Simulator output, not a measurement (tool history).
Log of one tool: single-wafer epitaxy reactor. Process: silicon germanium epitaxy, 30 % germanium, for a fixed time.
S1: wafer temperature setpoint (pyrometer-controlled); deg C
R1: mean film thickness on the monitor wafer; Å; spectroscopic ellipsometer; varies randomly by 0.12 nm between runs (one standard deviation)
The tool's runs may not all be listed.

Run 1, hour 0.0: S1 610 deg C, chamber pressure (mTorr) 17900. Result: R1 706.14 Å.
Run 2, hour 8.6: S1 605 deg C, chamber pressure (mTorr) 17800. Result: R1 653.81 Å.
Run 3, hour 17.1: S1 610 deg C, chamber pressure (mTorr) 17800. Result: R1 709.10 Å.
Run 4, hour 26.0: S1 604 deg C, chamber pressure (mTorr) 17700. Result: R1 641.54 Å.
Run 5, hour 33.7: S1 594 deg C, chamber pressure (mTorr) 17700. Result: R1 547.41 Å.
Run 6, hour 34.9: S1 594 deg C, chamber pressure (mTorr) 19400. Result: R1 562.56 Å.

Run 7 is up next; what results do you expect?
Run 7, hour 42.4: S1 592 deg C, chamber pressure (mTorr) 19400. Result: R1 ?.

{"run 7": {"R1": 543.04}}

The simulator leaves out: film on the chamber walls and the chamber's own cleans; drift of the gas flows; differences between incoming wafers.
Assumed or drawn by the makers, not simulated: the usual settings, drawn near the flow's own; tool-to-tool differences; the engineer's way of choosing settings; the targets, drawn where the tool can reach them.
